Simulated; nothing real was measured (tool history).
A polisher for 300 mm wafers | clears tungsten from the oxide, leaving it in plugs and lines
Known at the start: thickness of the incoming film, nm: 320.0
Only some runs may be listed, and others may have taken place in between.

run,day,flow of slurry (ml/min),pressure of the wafer on the pad (psi),speed of the pad under the wafer (m/s),abrasive content of the slurry,overpolish time after the end point (s),time until the end point was called (s)
1,0,285,2.5,1.18,1,12,102.18
2,0.288,285,2.1,1.16,1,12,127.61
3,0.475,285,2.1,1.16,1,12,123.64
4,0.579,285,2.1,1.04,1,12,138.06
5,0.792,285,2.5,1.04,1,12,112.79
6,1.054,285,2.5,1.04,1,9,116.98

Run 7 has not been measured yet. What should we expect?
7,1.433,285,1.8,1,1,9,?

time until the end point was called (s): 165.06
